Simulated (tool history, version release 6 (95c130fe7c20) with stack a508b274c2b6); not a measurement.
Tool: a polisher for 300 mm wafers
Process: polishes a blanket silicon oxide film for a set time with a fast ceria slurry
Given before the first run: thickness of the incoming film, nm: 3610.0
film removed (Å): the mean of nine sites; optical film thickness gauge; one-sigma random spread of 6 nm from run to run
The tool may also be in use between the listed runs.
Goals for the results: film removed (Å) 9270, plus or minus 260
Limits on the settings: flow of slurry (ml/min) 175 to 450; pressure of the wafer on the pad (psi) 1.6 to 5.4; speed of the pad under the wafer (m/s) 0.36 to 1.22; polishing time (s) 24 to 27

run	day	flow of slurry (ml/min)	pressure of the wafer on the pad (psi)	speed of the pad under the wafer (m/s)	polishing time (s)	film removed (Å)
1	0	290	3.5	0.78	27	4059.2
2	0.212	290	4.2	0.78	27	4823.7
3	0.358	295	4.5	0.84	27	5572.5
4	0.65	295	4.7	0.9	27	6235.4
5	0.85	230	4.7	0.9	27	6115.4
6	0.975	230	4.7	0.9	27	6015.1
7	1.233	245	5.4	1.12	27	8676.1
# day 1.538: worn pad replaced by a new one
8	1.538	250	5.4	1.14	27	9956.4
9	1.9	240	5.4	1.14	27	9927.6
10	2.212	240	5.3	1.14	27	9825.5

Below are 4 possible settings for the next run. Only one of them brings all results inside the allowed miss of their targets. Which is it?
A	2.525	245	5.4	1.22	27	?
B	2.525	280	4.7	1.22	27	?
C	2.525	325	5.3	1.14	24	?
D	2.525	250	5.4	1.22	27	?

move	film removed (Å)
A	10501
B	9279.8
C	8788.7
D	10521
A: further off than the last run
B: all results land within tolerance of their targets
C: pushes the last run's worst result past its target
D: further off than the last run
The right move is B.
